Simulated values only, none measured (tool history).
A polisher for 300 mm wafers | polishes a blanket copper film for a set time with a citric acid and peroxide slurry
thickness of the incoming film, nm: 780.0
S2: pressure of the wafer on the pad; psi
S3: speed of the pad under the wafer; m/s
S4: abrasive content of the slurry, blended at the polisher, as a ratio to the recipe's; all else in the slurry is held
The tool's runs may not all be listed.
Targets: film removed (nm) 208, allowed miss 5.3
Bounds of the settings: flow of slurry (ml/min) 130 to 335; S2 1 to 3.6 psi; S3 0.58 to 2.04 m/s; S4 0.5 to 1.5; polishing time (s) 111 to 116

run 1 hour=0 | flow_of_slurry_(ml/min)=215 S2=2.3 S3=1.3 S4=1 polishing_time_(s)=111 | film_removed_(nm)=272.94
run 2 hour=2.7 | flow_of_slurry_(ml/min)=210 S2=2.1 S3=1.3 S4=1 polishing_time_(s)=111 | film_removed_(nm)=248.44
run 3 hour=4.7 | flow_of_slurry_(ml/min)=210 S2=2.1 S3=1.58 S4=1 polishing_time_(s)=111 | film_removed_(nm)=301.53
run 4 hour=9.1 | flow_of_slurry_(ml/min)=210 S2=2.1 S3=1.58 S4=1.05 polishing_time_(s)=111 | film_removed_(nm)=302.84
run 5 hour=12.9 | flow_of_slurry_(ml/min)=210 S2=2.1 S3=1.32 S4=1.05 polishing_time_(s)=111 | film_removed_(nm)=257.82
run 6 hour=17.9 | flow_of_slurry_(ml/min)=205 S2=1.9 S3=1.32 S4=1.05 polishing_time_(s)=111 | film_removed_(nm)=231.78
run 7 hour=21.4 | flow_of_slurry_(ml/min)=195 S2=1.8 S3=1.32 S4=1.05 polishing_time_(s)=111 | film_removed_(nm)=217.47
run 8 hour=22.2 | flow_of_slurry_(ml/min)=185 S2=1.8 S3=1.32 S4=1.05 polishing_time_(s)=111 | film_removed_(nm)=214.91
run 9 hour=27.3 | flow_of_slurry_(ml/min)=180 S2=1.8 S3=1.32 S4=1.05 polishing_time_(s)=111 | film_removed_(nm)=217.88

5 next moves are on the table. One of them brings every result within its allowed miss. Which?
run A hour=32.4 | flow_of_slurry_(ml/min)=175 S2=1.5 S3=1.5 S4=0.9 polishing_time_(s)=112 | film_removed_(nm)=?
run B hour=32.4 | flow_of_slurry_(ml/min)=230 S2=1.6 S3=1.38 S4=1.25 polishing_time_(s)=116 | film_removed_(nm)=?
run C hour=32.4 | flow_of_slurry_(ml/min)=205 S2=1.8 S3=1.32 S4=1.15 polishing_time_(s)=115 | film_removed_(nm)=?
run D hour=32.4 | flow_of_slurry_(ml/min)=185 S2=1.8 S3=1.36 S4=1.05 polishing_time_(s)=114 | film_removed_(nm)=?
run E hour=32.4 | flow_of_slurry_(ml/min)=195 S2=1.7 S3=1.26 S4=1.2 polishing_time_(s)=112 | film_removed_(nm)=?

move=A film_removed_(nm)=196.88
move=B film_removed_(nm)=225.86
move=C film_removed_(nm)=231.84
move=D film_removed_(nm)=227.76
move=E film_removed_(nm)=205.03
A: takes the result that was furthest off past its target
B: further off than the last run
C: further off than the last run
D: further off than the last run
E: meets every target
The right move is E.
